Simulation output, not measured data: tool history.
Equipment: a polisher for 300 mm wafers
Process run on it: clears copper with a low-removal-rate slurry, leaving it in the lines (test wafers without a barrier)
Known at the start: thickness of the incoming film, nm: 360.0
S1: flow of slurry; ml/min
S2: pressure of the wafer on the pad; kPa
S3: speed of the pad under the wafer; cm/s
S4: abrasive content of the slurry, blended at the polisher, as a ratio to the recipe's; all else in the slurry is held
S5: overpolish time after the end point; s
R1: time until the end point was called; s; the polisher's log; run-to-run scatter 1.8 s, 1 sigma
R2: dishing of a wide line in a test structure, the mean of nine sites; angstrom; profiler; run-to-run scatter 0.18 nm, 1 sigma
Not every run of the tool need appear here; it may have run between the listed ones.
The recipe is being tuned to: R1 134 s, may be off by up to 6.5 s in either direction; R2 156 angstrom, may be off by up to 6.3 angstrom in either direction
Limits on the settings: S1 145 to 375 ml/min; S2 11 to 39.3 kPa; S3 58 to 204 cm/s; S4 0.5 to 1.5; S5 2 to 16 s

run 1 hour=0 | S1=240 S2=24.8 S3=130 S4=1 S5=8 | R1=91.595 R2=189.67
run 2 hour=2.7 | S1=240 S2=22.1 S3=130 S4=1 S5=8 | R1=103.83 R2=175.15
run 3 hour=8.3 | S1=240 S2=20 S3=130 S4=1 S5=8 | R1=112.39 R2=160.04
run 4 hour=14.8 | S1=240 S2=18.6 S3=130 S4=1 S5=8 | R1=121.46 R2=154.36
run 5 hour=18.4 | S1=240 S2=18.6 S3=160 S4=1 S5=8 | R1=101.61 R2=179.87
run 6 hour=25.3 | S1=240 S2=18.6 S3=146 S4=1 S5=8 | R1=111.13 R2=166.8
run 7 hour=30.1 | S1=240 S2=17.2 S3=146 S4=1 S5=8 | R1=118.38 R2=157.68
run 8 hour=35.8 | S1=240 S2=16.5 S3=146 S4=1 S5=8 | R1=123.46 R2=154.32
run 9 hour=39.1 | S1=235 S2=14.5 S3=146 S4=1 S5=9 | R1=137.82 R2=148.47
run 10 hour=39.8 | S1=240 S2=14.5 S3=146 S4=1 S5=9 | R1=135.4 R2=150.9

Which single option among these 4 for the next run brings every result within its allowed miss of target? Just one does.
run A hour=40.5 | S1=230 S2=15.9 S3=132 S4=1.25 S5=8 | R1=? R2=?
run B hour=40.5 | S1=150 S2=17.9 S3=136 S4=0.95 S5=8 | R1=? R2=?
run C hour=40.5 | S1=255 S2=13.8 S3=156 S4=1.05 S5=9 | R1=? R2=?
run D hour=40.5 | S1=225 S2=12.4 S3=156 S4=1.25 S5=9 | R1=? R2=?

move=A R1=132.58 R2=137.98
move=B R1=127.64 R2=143.24
move=C R1=131.15 R2=153.69
move=D R1=143.05 R2=141.94
A: further off than the last run
B: further off than the last run
C: all results in spec
D: further off than the last run
C meets every target.

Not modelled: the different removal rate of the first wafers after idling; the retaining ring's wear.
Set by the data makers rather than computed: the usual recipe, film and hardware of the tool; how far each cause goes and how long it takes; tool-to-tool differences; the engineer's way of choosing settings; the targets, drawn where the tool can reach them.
